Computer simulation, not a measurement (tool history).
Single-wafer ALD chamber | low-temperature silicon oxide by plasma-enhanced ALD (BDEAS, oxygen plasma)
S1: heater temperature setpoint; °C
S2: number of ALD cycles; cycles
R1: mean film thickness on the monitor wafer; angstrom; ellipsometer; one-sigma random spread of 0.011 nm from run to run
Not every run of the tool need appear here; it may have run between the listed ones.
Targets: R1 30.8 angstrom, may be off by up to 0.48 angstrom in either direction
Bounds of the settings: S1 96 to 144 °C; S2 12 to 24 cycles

Run 1, hour 0: S1 120 °C, S2 18 cycles. Result: R1 24.55 angstrom.
Run 2, hour 1: S1 115 °C, S2 18 cycles. Result: R1 24.773 angstrom.
Run 3, hour 7.8: S1 115 °C, S2 16 cycles. Result: R1 22.153 angstrom.
Run 4, hour 14.5: S1 115 °C, S2 15 cycles. Result: R1 20.757 angstrom.
Run 5, hour 16.2: S1 125 °C, S2 15 cycles. Result: R1 20.385 angstrom.
Run 6, hour 21.3: S1 130 °C, S2 15 cycles. Result: R1 20.225 angstrom.
Run 7, hour 26.2: S1 128 °C, S2 16 cycles. Result: R1 21.49 angstrom.
Run 8, hour 34.9: S1 126 °C, S2 17 cycles. Result: R1 22.937 angstrom.
At hour 39.5: thermocouple changed; heater temperature recalibrated.
Run 9, hour 39.5: S1 125 °C, S2 18 cycles. Result: R1 24.18 angstrom.
Run 10, hour 41.8: S1 123 °C, S2 19 cycles. Result: R1 25.649 angstrom.
Run 11, hour 50.8: S1 121 °C, S2 19 cycles. Result: R1 25.696 angstrom.
Run 12, hour 55.6: S1 120 °C, S2 19 cycles. Result: R1 25.642 angstrom.
Run 13, hour 63.9: S1 119 °C, S2 19 cycles. Result: R1 25.853 angstrom.
Run 14, hour 67.4: S1 118 °C, S2 19 cycles. Result: R1 25.781 angstrom.
Run 15, hour 72.5: S1 117 °C, S2 19 cycles. Result: R1 25.956 angstrom.

Which one of the following 5 next-run settings gets every result inside its allowed miss? There is exactly one.
Run A, hour 77.6: S1 109 °C, S2 15 cycles. Result: R1 ?.
Run B, hour 77.6: S1 105 °C, S2 22 cycles. Result: R1 ?.
Run C, hour 77.6: S1 121 °C, S2 15 cycles. Result: R1 ?.
Run D, hour 77.6: S1 126 °C, S2 15 cycles. Result: R1 ?.
Run E, hour 77.6: S1 124 °C, S2 16 cycles. Result: R1 ?.

move      R1
   A  20.741
   B  30.674
   C  20.222
   D  20.006
   E  21.432
A: lands further from the targets than the last run did
B: hits every target within its allowed miss
C: lands further from the targets than the last run did
D: lands further from the targets than the last run did
E: lands further from the targets than the last run did
B meets every target.
